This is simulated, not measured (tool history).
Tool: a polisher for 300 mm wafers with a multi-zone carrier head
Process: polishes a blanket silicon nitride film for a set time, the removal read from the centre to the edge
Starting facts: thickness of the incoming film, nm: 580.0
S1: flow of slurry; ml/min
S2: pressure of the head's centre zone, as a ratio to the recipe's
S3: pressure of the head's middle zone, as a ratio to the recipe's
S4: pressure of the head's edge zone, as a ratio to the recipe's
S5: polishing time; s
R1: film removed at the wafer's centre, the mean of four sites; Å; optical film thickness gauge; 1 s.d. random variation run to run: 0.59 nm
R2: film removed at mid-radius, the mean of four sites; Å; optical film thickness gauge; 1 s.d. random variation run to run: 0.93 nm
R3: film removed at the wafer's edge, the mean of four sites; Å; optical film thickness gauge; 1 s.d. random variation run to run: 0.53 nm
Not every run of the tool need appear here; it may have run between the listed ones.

run	hour	S1	S2	S3	S4	S5	R1	R2	R3
1	0.0	195	1.00	1.00	1.00	50	695.52	680.09	681.03
2	1.7	155	1.00	1.00	1.00	50	678.37	649.35	672.74
3	8.3	155	1.08	1.00	1.00	50	746.02	654.41	675.47
4	10.4	125	1.08	1.00	1.00	50	698.84	641.98	665.44
5	16.2	125	1.08	0.92	1.00	50	696.77	599.93	652.90
6	18.8	125	1.05	0.94	0.98	50	677.53	612.44	649.94
7	23.0	125	1.03	0.95	0.97	50	679.03	620.56	648.01
8	31.2	125	1.01	0.96	0.96	50	663.34	614.59	653.37
9	38.5	130	0.99	0.98	0.95	49	649.52	621.87	640.41
10	43.5	130	0.97	0.99	0.94	49	623.22	639.53	642.37
11	48.2	130	0.96	0.99	0.93	49	615.97	640.94	623.77
12	53.5	130	0.95	0.99	0.93	49	620.72	639.93	626.84
13	58.9	120	0.88	1.01	0.92	48	545.46	605.25	612.17

Expected results for the next run?
14	61.6	125	0.88	1.01	0.92	48	?	?	?

{"run 14": {"R1": 550.61, "R2": 623.49, "R3": 613.88}}

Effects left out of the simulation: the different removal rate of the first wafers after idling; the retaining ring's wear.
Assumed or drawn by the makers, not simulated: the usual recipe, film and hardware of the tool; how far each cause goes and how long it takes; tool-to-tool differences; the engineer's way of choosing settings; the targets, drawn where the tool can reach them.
